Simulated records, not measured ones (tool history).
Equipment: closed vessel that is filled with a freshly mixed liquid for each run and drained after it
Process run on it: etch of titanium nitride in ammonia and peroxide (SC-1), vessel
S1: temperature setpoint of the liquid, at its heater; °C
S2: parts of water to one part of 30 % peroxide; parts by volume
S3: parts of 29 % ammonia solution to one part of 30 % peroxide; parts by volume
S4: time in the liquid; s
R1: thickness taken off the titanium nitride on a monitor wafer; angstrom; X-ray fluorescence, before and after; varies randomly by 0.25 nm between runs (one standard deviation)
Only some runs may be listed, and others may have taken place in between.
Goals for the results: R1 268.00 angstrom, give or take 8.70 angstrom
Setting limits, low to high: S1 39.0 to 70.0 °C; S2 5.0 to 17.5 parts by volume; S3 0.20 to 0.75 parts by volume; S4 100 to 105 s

run,hour,S1,S2,S3,S4,R1
1,0.0,55.0,9.5,0.45,100,165.44
2,5.0,56.5,9.5,0.45,100,177.40
3,8.0,56.5,9.5,0.35,100,173.63
4,12.8,57.5,9.5,0.35,100,182.49
5,17.0,58.5,9.5,0.35,100,199.14
6,21.6,59.5,9.5,0.35,100,210.09
7,27.1,60.0,9.5,0.35,100,218.14
8,34.6,60.5,9.5,0.35,100,226.02
9,41.2,61.0,9.5,0.35,100,230.20

Which one of the following 5 next-run settings gets every result inside its allowed miss? There is exactly one.
A,47.8,62.5,8.5,0.35,100,?
B,47.8,57.0,8.5,0.35,100,?
C,47.8,53.0,7.0,0.45,105,?
D,47.8,58.5,10.5,0.35,100,?
E,47.8,59.0,9.5,0.30,100,?

move,R1
A,271.02
B,188.87
C,174.48
D,186.76
E,197.89
A: all results in spec
B: lands further from the targets than the last run did
C: lands further from the targets than the last run did
D: lands further from the targets than the last run did
E: lands further from the targets than the last run did
Go with A: it meets all targets.

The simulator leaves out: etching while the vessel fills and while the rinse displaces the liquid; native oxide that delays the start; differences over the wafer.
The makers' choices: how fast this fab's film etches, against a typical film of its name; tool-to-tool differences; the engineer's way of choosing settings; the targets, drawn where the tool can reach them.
